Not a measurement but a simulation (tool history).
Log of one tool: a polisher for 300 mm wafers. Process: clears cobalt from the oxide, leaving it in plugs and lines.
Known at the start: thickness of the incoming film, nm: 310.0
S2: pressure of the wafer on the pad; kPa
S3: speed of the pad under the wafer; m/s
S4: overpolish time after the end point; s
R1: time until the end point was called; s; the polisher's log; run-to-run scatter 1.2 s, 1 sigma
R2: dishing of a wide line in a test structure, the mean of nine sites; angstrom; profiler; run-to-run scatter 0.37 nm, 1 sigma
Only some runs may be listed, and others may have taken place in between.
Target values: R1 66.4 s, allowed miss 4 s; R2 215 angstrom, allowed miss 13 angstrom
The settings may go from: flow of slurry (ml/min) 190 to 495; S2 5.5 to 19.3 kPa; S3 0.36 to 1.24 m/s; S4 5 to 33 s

Run 1, hour 0: flow of slurry (ml/min) 320, S2 12.4 kPa, S3 0.8 m/s, S4 17 s. Result: R1 94.058 s, R2 413.27 angstrom.
Run 2, hour 1.8: flow of slurry (ml/min) 320, S2 15.2 kPa, S3 0.8 m/s, S4 17 s. Result: R1 76.249 s, R2 461.9 angstrom.
Run 3, hour 2.8: flow of slurry (ml/min) 315, S2 15.9 kPa, S3 0.74 m/s, S4 14 s. Result: R1 78.112 s, R2 425.59 angstrom.
Run 4, hour 3.5: flow of slurry (ml/min) 315, S2 17.9 kPa, S3 0.74 m/s, S4 14 s. Result: R1 70.416 s, R2 430.39 angstrom.
Run 5, hour 5.2: flow of slurry (ml/min) 355, S2 17.9 kPa, S3 0.7 m/s, S4 12 s. Result: R1 71.781 s, R2 395.16 angstrom.
Run 6, hour 7.9: flow of slurry (ml/min) 415, S2 17.9 kPa, S3 0.7 m/s, S4 12 s. Result: R1 71.798 s, R2 399.84 angstrom.
Run 7, hour 13.5: flow of slurry (ml/min) 365, S2 17.9 kPa, S3 0.68 m/s, S4 10 s. Result: R1 75.922 s, R2 339.45 angstrom.
Run 8, hour 17.9: flow of slurry (ml/min) 325, S2 17.9 kPa, S3 0.68 m/s, S4 9 s. Result: R1 76.596 s, R2 305.66 angstrom.
Run 9, hour 23.4: flow of slurry (ml/min) 295, S2 17.9 kPa, S3 0.68 m/s, S4 8 s. Result: R1 76.28 s, R2 280.06 angstrom.
Run 10, hour 24.9: flow of slurry (ml/min) 270, S2 17.9 kPa, S3 0.68 m/s, S4 7 s. Result: R1 78.115 s, R2 243.04 angstrom.
Run 11, hour 28.2: flow of slurry (ml/min) 255, S2 17.9 kPa, S3 0.7 m/s, S4 7 s. Result: R1 74.864 s, R2 255.31 angstrom.
Run 12, hour 31: flow of slurry (ml/min) 240, S2 17.9 kPa, S3 0.7 m/s, S4 7 s. Result: R1 75.702 s, R2 251.88 angstrom.
Run 13, hour 35: flow of slurry (ml/min) 230, S2 17.9 kPa, S3 0.7 m/s, S4 7 s. Result: R1 76.068 s, R2 252.06 angstrom.
At hour 43.8: slurry nozzle cleaned.
Run 14, hour 43.8: flow of slurry (ml/min) 220, S2 17.9 kPa, S3 0.7 m/s, S4 7 s. Result: R1 72.609 s, R2 254.45 angstrom.
Run 15, hour 48: flow of slurry (ml/min) 215, S2 17.9 kPa, S3 0.7 m/s, S4 7 s. Result: R1 76.067 s, R2 257.86 angstrom.
Run 16, hour 49.9: flow of slurry (ml/min) 210, S2 17.9 kPa, S3 0.7 m/s, S4 7 s. Result: R1 74.197 s, R2 245.81 angstrom.
Run 17, hour 51.1: flow of slurry (ml/min) 205, S2 17.9 kPa, S3 0.7 m/s, S4 7 s. Result: R1 74.864 s, R2 254.89 angstrom.
Run 18, hour 56.5: flow of slurry (ml/min) 295, S2 17.9 kPa, S3 0.7 m/s, S4 5 s. Result: R1 71.376 s, R2 203.22 angstrom.

4 next moves are on the table. One of them brings every result within its allowed miss. Which?
Run A, hour 61.9: flow of slurry (ml/min) 265, S2 18.6 kPa, S3 0.58 m/s, S4 5 s. Result: R1 ?, R2 ?.
Run B, hour 61.9: flow of slurry (ml/min) 260, S2 19.3 kPa, S3 0.72 m/s, S4 5 s. Result: R1 ?, R2 ?.
Run C, hour 61.9: flow of slurry (ml/min) 215, S2 17.2 kPa, S3 0.68 m/s, S4 6 s. Result: R1 ?, R2 ?.
Run D, hour 61.9: flow of slurry (ml/min) 285, S2 17.9 kPa, S3 0.68 m/s, S4 6 s. Result: R1 ?, R2 ?.

move      R1      R2
   A  81.604  175.62
   B  65.236  212.64
   C  78.543  212.14
   D  73.081   225.3
A: lands further from the targets than the last run did
B: every result within its allowed miss
C: lands further from the targets than the last run did
D: lands further from the targets than the last run did
The right move is B.

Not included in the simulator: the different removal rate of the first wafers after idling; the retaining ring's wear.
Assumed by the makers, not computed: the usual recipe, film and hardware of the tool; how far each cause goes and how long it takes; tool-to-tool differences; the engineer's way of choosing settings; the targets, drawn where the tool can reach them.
